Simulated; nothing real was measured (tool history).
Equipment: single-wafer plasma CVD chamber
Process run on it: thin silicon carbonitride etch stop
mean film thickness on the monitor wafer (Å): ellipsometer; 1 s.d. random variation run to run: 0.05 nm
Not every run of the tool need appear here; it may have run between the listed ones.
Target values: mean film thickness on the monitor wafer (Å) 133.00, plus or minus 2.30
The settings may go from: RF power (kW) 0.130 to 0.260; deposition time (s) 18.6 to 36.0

run  hour  RF power (kW)  deposition time (s)  mean film thickness on the monitor wafer (Å)
  1   0.0          0.195                 27.3                                        160.66
  2   0.6          0.215                 27.3                                        165.82
  3   6.3          0.195                 26.3                                        154.69
  4   8.3          0.195                 24.5                                        142.50
  5  13.5          0.195                 28.2                                        166.00
  6  19.8          0.180                 27.1                                        155.37
  7  27.7          0.170                 26.4                                        148.41
  8  35.7          0.160                 25.9                                        142.35
     40.5  -- thermocouple changed; heater temperature recalibrated
  9  40.5          0.155                 25.7                                        139.26
 10  41.2          0.150                 25.6                                        136.90
 11  46.5          0.145                 25.6                                        135.75

4 next moves are on the table. One of them brings every result within its allowed miss. Which?
  A  51.8          0.130                 26.1                                             ?
  B  51.8          0.135                 27.0                                             ?
  C  51.8          0.165                 25.9                                             ?
  D  51.8          0.135                 26.8                                             ?

move  mean film thickness on the monitor wafer (Å)
   A                                        133.27
   B                                        139.69
   C                                        143.57
   D                                        138.66
A: in spec on every target
B: moves away from the targets compared with the last run
C: moves away from the targets compared with the last run
D: moves away from the targets compared with the last run
So the answer is move A, the one that meets all the targets.
